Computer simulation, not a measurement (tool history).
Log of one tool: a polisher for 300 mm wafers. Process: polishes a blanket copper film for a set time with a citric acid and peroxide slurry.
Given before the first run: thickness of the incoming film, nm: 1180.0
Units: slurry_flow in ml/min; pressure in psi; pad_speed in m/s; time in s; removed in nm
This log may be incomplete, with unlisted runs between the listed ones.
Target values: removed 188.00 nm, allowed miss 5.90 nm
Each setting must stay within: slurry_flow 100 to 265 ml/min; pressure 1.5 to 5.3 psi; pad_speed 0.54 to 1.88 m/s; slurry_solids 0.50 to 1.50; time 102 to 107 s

Run 1, hour 0.0: slurry_flow 170 ml/min, pressure 3.4 psi, pad_speed 1.20 m/s, slurry_solids 1.00, time 102 s. Result: removed 268.00 nm.
Run 2, hour 3.2: slurry_flow 165 ml/min, pressure 3.1 psi, pad_speed 1.20 m/s, slurry_solids 1.00, time 102 s. Result: removed 242.90 nm.
Run 3, hour 11.9: slurry_flow 160 ml/min, pressure 2.9 psi, pad_speed 1.20 m/s, slurry_solids 1.00, time 102 s. Result: removed 229.85 nm.
Run 4, hour 17.7: slurry_flow 155 ml/min, pressure 2.7 psi, pad_speed 1.20 m/s, slurry_solids 1.00, time 102 s. Result: removed 212.57 nm.
Run 5, hour 22.3: slurry_flow 150 ml/min, pressure 2.6 psi, pad_speed 1.20 m/s, slurry_solids 1.00, time 102 s. Result: removed 207.15 nm.
Run 6, hour 26.4: slurry_flow 145 ml/min, pressure 2.5 psi, pad_speed 1.20 m/s, slurry_solids 1.00, time 102 s. Result: removed 201.09 nm.
At hour 33.0: worn pad replaced by a new one.
Run 7, hour 33.0: slurry_flow 145 ml/min, pressure 2.4 psi, pad_speed 1.20 m/s, slurry_solids 1.00, time 102 s. Result: removed 207.00 nm.
Run 8, hour 40.0: slurry_flow 145 ml/min, pressure 2.3 psi, pad_speed 1.20 m/s, slurry_solids 1.00, time 102 s. Result: removed 201.07 nm.

4 next moves are on the table. One of them brings every result within its allowed miss. Which?
Run A, hour 47.0: slurry_flow 130 ml/min, pressure 2.9 psi, pad_speed 0.98 m/s, slurry_solids 0.85, time 102 s. Result: removed ?.
Run B, hour 47.0: slurry_flow 165 ml/min, pressure 2.5 psi, pad_speed 1.16 m/s, slurry_solids 0.90, time 107 s. Result: removed ?.
Run C, hour 47.0: slurry_flow 145 ml/min, pressure 2.2 psi, pad_speed 1.36 m/s, slurry_solids 0.95, time 107 s. Result: removed ?.
Run D, hour 47.0: slurry_flow 215 ml/min, pressure 1.8 psi, pad_speed 1.50 m/s, slurry_solids 0.85, time 107 s. Result: removed ?.

move  removed
   A   190.97
   B   218.33
   C   226.80
   D   217.44
A: meets every target
B: misses by more than the last run did
C: misses by more than the last run did
D: misses by more than the last run did
A is the move that brings every result within its allowed miss.
